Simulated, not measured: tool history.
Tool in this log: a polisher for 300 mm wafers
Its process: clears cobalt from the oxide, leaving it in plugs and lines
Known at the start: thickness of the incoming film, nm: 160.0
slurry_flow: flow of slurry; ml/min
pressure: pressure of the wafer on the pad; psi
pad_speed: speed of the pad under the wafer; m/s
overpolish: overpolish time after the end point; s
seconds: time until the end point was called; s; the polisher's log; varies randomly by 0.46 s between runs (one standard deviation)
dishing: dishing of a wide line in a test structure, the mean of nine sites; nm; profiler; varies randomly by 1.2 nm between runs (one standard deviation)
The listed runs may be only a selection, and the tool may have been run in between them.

| run | hour | slurry_flow | pressure | pad_speed | overpolish | seconds | dishing |
|---|---|---|---|---|---|---|---|
| 1 | 0 | 275 | 2.2 | 0.78 | 13 | 38.653 | 32.679 |
| 2 | 3.2 | 335 | 2.2 | 0.78 | 13 | 39.515 | 32.992 |
| 3 | 9.4 | 365 | 2.2 | 0.78 | 13 | 39.091 | 33.732 |
| 4 | 11.4 | 365 | 2.2 | 0.96 | 13 | 33.042 | 37.557 |
| 5 | 15.7 | 365 | 2.3 | 0.96 | 14 | 31.846 | 39.621 |
| 6 | 24 | 365 | 2.3 | 0.88 | 14 | 33.958 | 38.031 |
| 7 | 28 | 365 | 2.9 | 0.92 | 17 | 26.061 | 48.539 |

For run 8, what comes out?
| 8 | 30.4 | 365 | 3 | 0.94 | 18 | ? | ? |

seconds: 24.711 s
dishing: 48.915 nm
